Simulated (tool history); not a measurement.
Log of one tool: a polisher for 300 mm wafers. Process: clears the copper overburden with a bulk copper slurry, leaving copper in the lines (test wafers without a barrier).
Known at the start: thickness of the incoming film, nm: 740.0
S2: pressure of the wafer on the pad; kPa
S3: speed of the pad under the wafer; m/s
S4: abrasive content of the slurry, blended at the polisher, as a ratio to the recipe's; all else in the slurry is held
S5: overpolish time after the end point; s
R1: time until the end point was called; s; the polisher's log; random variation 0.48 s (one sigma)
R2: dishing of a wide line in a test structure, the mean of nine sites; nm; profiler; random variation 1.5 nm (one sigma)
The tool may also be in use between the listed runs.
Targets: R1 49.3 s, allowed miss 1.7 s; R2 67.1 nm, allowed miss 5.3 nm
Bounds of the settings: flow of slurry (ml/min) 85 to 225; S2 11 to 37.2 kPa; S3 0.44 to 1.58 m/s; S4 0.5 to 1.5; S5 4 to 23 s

Run 1, day 0: flow of slurry (ml/min) 145, S2 24.1 kPa, S3 1 m/s, S4 1, S5 12 s. Result: R1 73.19 s, R2 60.679 nm.
Run 2, day 0.3: flow of slurry (ml/min) 145, S2 17.9 kPa, S3 1 m/s, S4 1, S5 12 s. Result: R1 98.5 s, R2 50.072 nm.
Run 3, day 0.467: flow of slurry (ml/min) 145, S2 17.9 kPa, S3 1 m/s, S4 1, S5 10 s. Result: R1 97.235 s, R2 45.053 nm.
Run 4, day 0.608: flow of slurry (ml/min) 150, S2 21.4 kPa, S3 1 m/s, S4 1, S5 10 s. Result: R1 82.201 s, R2 50.607 nm.
Run 5, day 0.646: flow of slurry (ml/min) 155, S2 23.4 kPa, S3 1 m/s, S4 1, S5 10 s. Result: R1 74.206 s, R2 55.09 nm.
Run 6, day 0.775: flow of slurry (ml/min) 155, S2 23.4 kPa, S3 1.2 m/s, S4 1, S5 10 s. Result: R1 63.951 s, R2 61.521 nm.
Run 7, day 0.854: flow of slurry (ml/min) 160, S2 24.8 kPa, S3 1.2 m/s, S4 1, S5 10 s. Result: R1 58.445 s, R2 61.809 nm.
Run 8, day 1.05: flow of slurry (ml/min) 165, S2 25.5 kPa, S3 1.2 m/s, S4 1, S5 10 s. Result: R1 57.588 s, R2 62.347 nm.

Which of these 5 next moves meets every target?
Run A, day 1.246: flow of slurry (ml/min) 175, S2 24.8 kPa, S3 1.42 m/s, S4 1, S5 9 s. Result: R1 ?, R2 ?.
Run B, day 1.246: flow of slurry (ml/min) 150, S2 31 kPa, S3 1.22 m/s, S4 1.2, S5 8 s. Result: R1 ?, R2 ?.
Run C, day 1.246: flow of slurry (ml/min) 165, S2 29.6 kPa, S3 1.36 m/s, S4 0.95, S5 8 s. Result: R1 ?, R2 ?.
Run D, day 1.246: flow of slurry (ml/min) 130, S2 28.3 kPa, S3 0.94 m/s, S4 0.9, S5 9 s. Result: R1 ?, R2 ?.
Run E, day 1.246: flow of slurry (ml/min) 155, S2 20 kPa, S3 1.2 m/s, S4 1.05, S5 15 s. Result: R1 ?, R2 ?.

move      R1      R2
   A  49.053  65.275
   B   44.84  65.863
   C  43.928  66.344
   D  69.292   53.35
   E  71.693   67.84
A: meets every target
B: takes the result that was furthest off past its target
C: takes the result that was furthest off past its target
D: further off than the last run
E: further off than the last run
The right move is A.
